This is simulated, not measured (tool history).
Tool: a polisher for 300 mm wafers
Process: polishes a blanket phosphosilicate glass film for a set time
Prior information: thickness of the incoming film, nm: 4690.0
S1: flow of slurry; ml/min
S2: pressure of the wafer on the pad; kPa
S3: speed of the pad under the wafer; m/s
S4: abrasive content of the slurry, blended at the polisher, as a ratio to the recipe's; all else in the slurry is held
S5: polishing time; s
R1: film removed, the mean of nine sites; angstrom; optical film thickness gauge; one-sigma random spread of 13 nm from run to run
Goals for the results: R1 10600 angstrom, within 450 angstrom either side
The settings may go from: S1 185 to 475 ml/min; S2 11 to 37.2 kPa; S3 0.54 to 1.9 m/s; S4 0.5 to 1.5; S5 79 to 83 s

run    day   S1    S2    S3   S4  S5      R1
  1      0  305  24.1  1.22    1  79  7391.3
  2  0.371  305  24.1  1.22  1.2  79  8095.3
  3  0.608  305  25.5  1.22  1.2  79  8429.2
  4  0.779  305  25.5  1.38  1.2  79  9275.1
  5  0.875  305  26.2  1.38  1.2  79  9325.4
  6  1.042  305  26.9  1.38  1.2  79  9730.2
  7  1.346  305  27.6  1.38  1.2  79   10095
  8  1.392  305  28.3  1.38  1.2  79   10157

Which one of the following 4 next-run settings gets every result inside its allowed miss? There is exactly one.
  A  1.438  305  23.4   1.5  1.35  79   ?
  B  1.438  305  28.3  1.32  1.25  83   ?
  C  1.438  310  26.2  1.36  1.25  80   ?
  D  1.438  230  29.6  1.16   1.5  79   ?

move      R1
   A  9922.9
   B   10592
   C    9832
   D    9930
A: the biggest miss grows against the last run
B: every result within its allowed miss
C: the biggest miss grows against the last run
D: the biggest miss grows against the last run
B is the move that brings every result within its allowed miss.

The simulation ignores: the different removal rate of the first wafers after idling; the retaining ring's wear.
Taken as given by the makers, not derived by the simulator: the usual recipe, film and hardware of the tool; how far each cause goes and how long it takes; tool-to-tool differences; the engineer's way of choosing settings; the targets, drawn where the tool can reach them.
